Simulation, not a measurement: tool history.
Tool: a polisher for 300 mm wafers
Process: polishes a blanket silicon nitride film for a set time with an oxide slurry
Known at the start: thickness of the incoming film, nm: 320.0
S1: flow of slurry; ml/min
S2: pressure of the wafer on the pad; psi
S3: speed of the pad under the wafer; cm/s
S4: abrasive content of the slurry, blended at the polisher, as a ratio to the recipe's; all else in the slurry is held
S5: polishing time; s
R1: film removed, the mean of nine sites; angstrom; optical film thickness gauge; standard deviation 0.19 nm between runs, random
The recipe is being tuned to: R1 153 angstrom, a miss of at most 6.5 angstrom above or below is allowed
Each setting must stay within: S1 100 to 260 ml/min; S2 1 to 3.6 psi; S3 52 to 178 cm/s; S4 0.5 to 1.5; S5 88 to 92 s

run 1 hour=0 | S1=165 S2=2.3 S3=114 S4=1 S5=88 | R1=348.16
run 2 hour=7.6 | S1=165 S2=2.1 S3=108 S4=1 S5=88 | R1=310.34
run 3 hour=8.6 | S1=165 S2=2.1 S3=108 S4=0.85 S5=88 | R1=287.37
run 4 hour=13.4 | S1=165 S2=1.6 S3=108 S4=0.85 S5=88 | R1=222.39
run 5 hour=14.4 | S1=165 S2=1.6 S3=108 S4=0.85 S5=88 | R1=221.67
run 6 hour=22.7 | S1=165 S2=1.6 S3=108 S4=0.85 S5=88 | R1=222.35
-- hour=30 head pressure recalibrated
run 7 hour=30 | S1=165 S2=1.5 S3=106 S4=0.85 S5=88 | R1=195.57
run 8 hour=31.1 | S1=165 S2=1.4 S3=106 S4=0.85 S5=88 | R1=183.27

Of the 4 settings listed for the next run, only one would bring every result within its allowed miss of target. Which one?
run A hour=32.2 | S1=170 S2=1.6 S3=114 S4=0.95 S5=92 | R1=?
run B hour=32.2 | S1=140 S2=1.2 S3=110 S4=0.8 S5=88 | R1=?
run C hour=32.2 | S1=150 S2=1.6 S3=124 S4=0.8 S5=89 | R1=?
run D hour=32.2 | S1=170 S2=1.3 S3=102 S4=0.8 S5=92 | R1=?

move=A R1=245.84
move=B R1=154.94
move=C R1=229.93
move=D R1=170.66
A: lands further from the targets than the last run did
B: hits every target within its allowed miss
C: lands further from the targets than the last run did
D: closes in on the targets versus the last run, not all within tolerance yet
The move that meets every target is B.
